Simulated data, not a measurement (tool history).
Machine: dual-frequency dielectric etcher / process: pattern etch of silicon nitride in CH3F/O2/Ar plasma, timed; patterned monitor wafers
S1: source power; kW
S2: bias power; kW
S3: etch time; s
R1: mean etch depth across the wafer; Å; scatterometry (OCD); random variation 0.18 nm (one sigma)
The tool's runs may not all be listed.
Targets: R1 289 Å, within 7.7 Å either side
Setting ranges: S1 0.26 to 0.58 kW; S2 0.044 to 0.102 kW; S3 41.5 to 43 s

run 1 day=0 | S1=0.42 S2=0.073 S3=41.5 | R1=327.07
run 2 day=0.346 | S1=0.39 S2=0.071 S3=41.5 | R1=311.98
run 3 day=0.604 | S1=0.38 S2=0.07 S3=41.5 | R1=307.65
run 4 day=0.938 | S1=0.38 S2=0.07 S3=43 | R1=319.8
run 5 day=1.225 | S1=0.36 S2=0.069 S3=43 | R1=312.42
run 6 day=1.379 | S1=0.36 S2=0.069 S3=43 | R1=311.94
run 7 day=1.571 | S1=0.35 S2=0.068 S3=43 | R1=308.35
run 8 day=1.9 | S1=0.34 S2=0.067 S3=43 | R1=301.98
run 9 day=2.225 | S1=0.33 S2=0.067 S3=43 | R1=294.27

Which single option among these 4 for the next run brings every result within its allowed miss of target? Just one does.
run A day=2.55 | S1=0.32 S2=0.073 S3=43 | R1=?
run B day=2.55 | S1=0.29 S2=0.062 S3=42.5 | R1=?
run C day=2.55 | S1=0.36 S2=0.071 S3=41.5 | R1=?
run D day=2.55 | S1=0.34 S2=0.064 S3=42.5 | R1=?

move=A R1=307.11
move=B R1=272.59
move=C R1=305.49
move=D R1=292.83
A: its largest miss is bigger than the last run's
B: takes the biggest miss from the last run beyond its target
C: its largest miss is bigger than the last run's
D: meets every target
Correct choice: D, which meets every target

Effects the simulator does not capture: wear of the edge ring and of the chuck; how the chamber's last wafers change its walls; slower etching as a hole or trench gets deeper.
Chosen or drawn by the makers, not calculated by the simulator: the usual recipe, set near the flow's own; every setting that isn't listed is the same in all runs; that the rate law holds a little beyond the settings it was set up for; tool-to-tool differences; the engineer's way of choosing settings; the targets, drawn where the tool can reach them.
